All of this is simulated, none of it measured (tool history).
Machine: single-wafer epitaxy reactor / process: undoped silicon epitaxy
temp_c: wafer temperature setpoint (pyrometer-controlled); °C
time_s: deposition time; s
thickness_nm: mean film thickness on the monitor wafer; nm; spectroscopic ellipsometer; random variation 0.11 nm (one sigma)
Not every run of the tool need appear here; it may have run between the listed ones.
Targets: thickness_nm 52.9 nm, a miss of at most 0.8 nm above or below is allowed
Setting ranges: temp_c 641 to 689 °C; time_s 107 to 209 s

run 1 hour=0 | temp_c=665 time_s=158 | thickness_nm=30.989
run 2 hour=8.4 | temp_c=665 time_s=143 | thickness_nm=28.129
run 3 hour=17.4 | temp_c=669 time_s=146 | thickness_nm=31.667
run 4 hour=24.7 | temp_c=674 time_s=146 | thickness_nm=35.578
run 5 hour=25.9 | temp_c=674 time_s=138 | thickness_nm=33.701
run 6 hour=29.1 | temp_c=665 time_s=138 | thickness_nm=27.201
run 7 hour=29.6 | temp_c=669 time_s=141 | thickness_nm=30.502
run 8 hour=37.8 | temp_c=672 time_s=143 | thickness_nm=33.342
run 9 hour=45.7 | temp_c=675 time_s=144 | thickness_nm=35.896
-- hour=47.5 pyrometer calibrated
run 10 hour=47.5 | temp_c=675 time_s=144 | thickness_nm=39.676
run 11 hour=49.5 | temp_c=676 time_s=144 | thickness_nm=40.736

5 candidate next runs follow, results not yet known. Just one meets every target within its allowed miss. Identify it.
run A hour=51.5 | temp_c=680 time_s=157 | thickness_nm=?
run B hour=51.5 | temp_c=688 time_s=166 | thickness_nm=?
run C hour=51.5 | temp_c=675 time_s=165 | thickness_nm=?
run D hour=51.5 | temp_c=661 time_s=136 | thickness_nm=?
run E hour=51.5 | temp_c=683 time_s=159 | thickness_nm=?

move=A thickness_nm=48.547
move=B thickness_nm=61.689
move=C thickness_nm=45.402
move=D thickness_nm=26.789
move=E thickness_nm=52.696
A: an improvement on the last run, though not all results are within tolerance
B: takes the biggest miss from the last run beyond its target
C: an improvement on the last run, though not all results are within tolerance
D: its largest miss is bigger than the last run's
E: in spec on every target
The move that meets every target is E.
